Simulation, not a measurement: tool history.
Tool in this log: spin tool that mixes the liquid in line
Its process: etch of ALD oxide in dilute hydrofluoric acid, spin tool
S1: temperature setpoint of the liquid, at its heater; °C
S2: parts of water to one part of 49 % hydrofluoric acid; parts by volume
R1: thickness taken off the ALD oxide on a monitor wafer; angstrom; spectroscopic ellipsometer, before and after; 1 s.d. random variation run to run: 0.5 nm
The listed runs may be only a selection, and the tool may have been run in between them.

run 1 hour=0 | S1=21 S2=220 time_under_the_liquid_(s)=315 | R1=244.56
run 2 hour=2.2 | S1=23.5 S2=165 time_under_the_liquid_(s)=315 | R1=379.58
run 3 hour=9.5 | S1=23.5 S2=110 time_under_the_liquid_(s)=315 | R1=601.19
run 4 hour=14.1 | S1=25 S2=100 time_under_the_liquid_(s)=315 | R1=712.29
run 5 hour=18.6 | S1=22.5 S2=100 time_under_the_liquid_(s)=315 | R1=643.68
run 6 hour=26 | S1=24.5 S2=95 time_under_the_liquid_(s)=315 | R1=742.75

For run 7, what comes out?
run 7 hour=28.9 | S1=25 S2=95 time_under_the_liquid_(s)=315 | R1=?

{"run 7": {"R1": 756.47}}

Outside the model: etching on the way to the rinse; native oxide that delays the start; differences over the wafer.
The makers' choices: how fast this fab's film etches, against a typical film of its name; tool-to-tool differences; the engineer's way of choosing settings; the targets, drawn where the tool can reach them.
